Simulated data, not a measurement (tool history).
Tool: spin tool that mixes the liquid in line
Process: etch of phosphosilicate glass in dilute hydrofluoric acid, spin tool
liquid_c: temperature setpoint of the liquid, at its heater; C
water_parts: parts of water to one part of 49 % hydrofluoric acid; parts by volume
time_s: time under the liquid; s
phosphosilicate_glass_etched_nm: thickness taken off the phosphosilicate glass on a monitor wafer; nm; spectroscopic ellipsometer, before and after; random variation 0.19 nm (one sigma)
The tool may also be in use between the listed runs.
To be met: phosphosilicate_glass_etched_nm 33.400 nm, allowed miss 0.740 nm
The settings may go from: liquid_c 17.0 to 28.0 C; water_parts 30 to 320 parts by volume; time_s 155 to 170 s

| run | day | liquid_c | water_parts | time_s | phosphosilicate_glass_etched_nm |
|---|---|---|---|---|---|
| 1 | 0.000 | 20.0 | 175 | 155 | 62.132 |
| 2 | 0.088 | 20.0 | 230 | 155 | 44.276 |
| 3 | 0.188 | 18.5 | 230 | 155 | 42.238 |
| 4 | 0.367 | 18.0 | 235 | 155 | 39.902 |
| 5 | 0.417 | 18.0 | 240 | 155 | 39.261 |
| 6 | 0.571 | 18.0 | 245 | 155 | 37.781 |
| 7 | 0.746 | 18.0 | 250 | 155 | 37.228 |
| 8 | 0.796 | 18.0 | 255 | 155 | 36.374 |
| 9 | 0.829 | 17.5 | 260 | 155 | 34.883 |

4 next moves are on the table. One of them brings every result within its allowed miss. Which?
| A | 0.862 | 19.0 | 275 | 160 | ? |
| B | 0.862 | 17.0 | 265 | 165 | ? |
| C | 0.862 | 17.0 | 265 | 155 | ? |
| D | 0.862 | 17.0 | 255 | 155 | ? |

| move | phosphosilicate_glass_etched_nm |
|---|---|
| A | 35.555 |
| B | 35.575 |
| C | 33.419 |
| D | 35.031 |
A: further off than the last run
B: further off than the last run
C: meets every target
D: further off than the last run
The right move is C.
